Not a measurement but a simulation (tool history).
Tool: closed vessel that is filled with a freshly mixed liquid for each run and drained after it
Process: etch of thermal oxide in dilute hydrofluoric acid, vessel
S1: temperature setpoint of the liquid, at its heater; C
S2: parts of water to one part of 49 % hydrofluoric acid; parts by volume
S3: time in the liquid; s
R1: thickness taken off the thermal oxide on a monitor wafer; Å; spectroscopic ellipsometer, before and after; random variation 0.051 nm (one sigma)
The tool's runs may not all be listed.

Run 1, hour 0.0: S1 24.0 C, S2 135 parts by volume, S3 185 s. Result: R1 64.303 Å.
Run 2, hour 8.6: S1 24.0 C, S2 135 parts by volume, S3 185 s. Result: R1 65.643 Å.
Run 3, hour 14.2: S1 22.0 C, S2 135 parts by volume, S3 185 s. Result: R1 59.023 Å.
Run 4, hour 20.9: S1 21.5 C, S2 135 parts by volume, S3 185 s. Result: R1 59.427 Å.
Run 5, hour 29.0: S1 21.5 C, S2 135 parts by volume, S3 145 s. Result: R1 45.694 Å.
Run 6, hour 35.6: S1 22.0 C, S2 135 parts by volume, S3 145 s. Result: R1 46.821 Å.

What will run 7 give?
Run 7, hour 39.4: S1 22.5 C, S2 135 parts by volume, S3 145 s. Result: R1 ?.

{"run 7": {"R1": 47.635}}
